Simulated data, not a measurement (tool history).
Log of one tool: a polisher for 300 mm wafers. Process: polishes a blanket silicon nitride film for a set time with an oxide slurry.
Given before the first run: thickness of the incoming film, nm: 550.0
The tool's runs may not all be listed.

run	hour	flow of slurry (ml/min)	pressure of the wafer on the pad (kPa)	speed of the pad under the wafer (m/s)	abrasive content of the slurry	polishing time (s)	film removed (nm)
1	0.0	200	31.7	1.24	1.00	94	85.414
2	5.3	200	27.6	1.22	1.00	94	73.123
3	12.7	200	33.1	1.22	1.00	94	85.530
4	20.6	200	33.1	1.22	1.00	99	93.465
5	29.6	200	33.1	1.22	0.85	99	82.982
6	35.3	200	37.2	1.22	0.85	99	92.077
7	40.2	200	31.7	1.20	0.85	99	80.118

Predict the results of run 8:
8	46.3	200	27.6	1.18	0.85	99	?

Run 8 came out at film removed (nm) 68.024.
